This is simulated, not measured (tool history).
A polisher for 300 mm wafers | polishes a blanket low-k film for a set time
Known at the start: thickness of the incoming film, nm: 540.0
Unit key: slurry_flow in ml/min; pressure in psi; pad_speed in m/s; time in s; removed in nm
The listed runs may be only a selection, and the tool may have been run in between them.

run,hour,slurry_flow,pressure,pad_speed,slurry_solids,time,removed
1,0.0,310,2.4,0.94,1.00,92,43.287
2,0.9,310,2.4,0.94,1.00,96,46.007
3,9.2,310,2.4,0.94,1.05,96,46.684
4,9.8,310,2.3,0.94,1.05,96,45.713
5,10.7,310,2.3,0.94,1.05,92,43.409
6,16.9,310,2.2,0.94,1.05,92,41.893
7,23.5,310,2.1,0.94,1.05,92,41.016
8,27.7,310,2.0,0.94,1.05,92,40.040
9,31.4,310,2.0,0.94,1.05,92,39.790

For run 10, what comes out?
10,34.3,310,1.9,0.94,1.05,92,?

Run 10 yielded removed 38.827 nm.

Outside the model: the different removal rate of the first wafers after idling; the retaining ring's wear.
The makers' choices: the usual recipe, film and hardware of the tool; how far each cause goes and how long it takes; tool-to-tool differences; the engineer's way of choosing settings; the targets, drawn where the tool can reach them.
